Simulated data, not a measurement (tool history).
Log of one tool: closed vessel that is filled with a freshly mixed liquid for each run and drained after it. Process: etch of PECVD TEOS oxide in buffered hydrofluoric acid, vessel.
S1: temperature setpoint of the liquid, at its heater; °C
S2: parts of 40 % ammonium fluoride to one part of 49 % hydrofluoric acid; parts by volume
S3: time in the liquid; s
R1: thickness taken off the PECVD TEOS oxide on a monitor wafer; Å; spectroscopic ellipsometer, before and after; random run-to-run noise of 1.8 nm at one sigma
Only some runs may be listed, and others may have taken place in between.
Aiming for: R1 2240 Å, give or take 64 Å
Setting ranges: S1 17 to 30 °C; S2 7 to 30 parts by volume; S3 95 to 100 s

{"run": 1, "day": 0.0, "S1": 22, "S2": 19, "S3": 95, "R1": 1685.5}
{"run": 2, "day": 0.271, "S1": 23.5, "S2": 19, "S3": 95, "R1": 1848.2}
{"run": 3, "day": 0.583, "S1": 24.5, "S2": 19, "S3": 95, "R1": 1932.1}
{"run": 4, "day": 0.929, "S1": 24.5, "S2": 14.5, "S3": 95, "R1": 2493.8}
{"run": 5, "day": 1.254, "S1": 21.5, "S2": 14.5, "S3": 95, "R1": 2176.9}
{"run": 6, "day": 1.283, "S1": 21.5, "S2": 12.5, "S3": 95, "R1": 2485.8}
{"run": 7, "day": 1.338, "S1": 21, "S2": 12.5, "S3": 95, "R1": 2437.8}
{"run": 8, "day": 1.546, "S1": 20.5, "S2": 12.5, "S3": 95, "R1": 2340.4}

Consider the 5 candidate settings below. Which is the only one whose results all fall within their allowed miss of target?
{"run": "A", "day": 1.754, "S1": 20.5, "S2": 13, "S3": 95, "R1": "?"}
{"run": "B", "day": 1.754, "S1": 20, "S2": 12, "S3": 100, "R1": "?"}
{"run": "C", "day": 1.754, "S1": 19, "S2": 11.5, "S3": 100, "R1": "?"}
{"run": "D", "day": 1.754, "S1": 20.5, "S2": 13, "S3": 100, "R1": "?"}
{"run": "E", "day": 1.754, "S1": 20, "S2": 11.5, "S3": 95, "R1": "?"}

move=A R1=2264.6
move=B R1=2507.1
move=C R1=2470.8
move=D R1=2383.8
move=E R1=2482.9
A: every result within its allowed miss
B: further off than the last run
C: further off than the last run
D: further off than the last run
E: further off than the last run
Answer: A

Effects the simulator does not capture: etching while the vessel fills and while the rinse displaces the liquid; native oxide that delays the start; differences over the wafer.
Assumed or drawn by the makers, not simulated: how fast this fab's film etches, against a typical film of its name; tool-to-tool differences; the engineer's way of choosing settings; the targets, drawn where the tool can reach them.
